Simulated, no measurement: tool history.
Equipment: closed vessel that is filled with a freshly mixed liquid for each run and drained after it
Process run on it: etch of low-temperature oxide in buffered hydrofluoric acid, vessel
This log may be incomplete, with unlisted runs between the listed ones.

run	hour	temperature setpoint of the liquid (K)	parts of 40 % ammonium fluoride to one part of 49 % hydrofluoric acid (parts by volume)	time in the liquid (s)	thickness taken off the low-temperature oxide on a monitor wafer (Å)
1	0.0	295.15	21.5	85	1656.9
2	4.2	292.15	21.5	85	1397.8
3	12.5	292.15	26.0	85	1228.6
4	14.8	292.15	30.0	85	1098.0
5	20.1	292.15	30.0	85	1096.8
6	23.3	294.65	30.0	85	1257.2
7	29.1	296.65	30.0	85	1423.8

Predict the results of run 8:
8	34.7	298.15	30.0	85	?

Run 8 measured thickness taken off the low-temperature oxide on a monitor wafer (Å) 1535.5.

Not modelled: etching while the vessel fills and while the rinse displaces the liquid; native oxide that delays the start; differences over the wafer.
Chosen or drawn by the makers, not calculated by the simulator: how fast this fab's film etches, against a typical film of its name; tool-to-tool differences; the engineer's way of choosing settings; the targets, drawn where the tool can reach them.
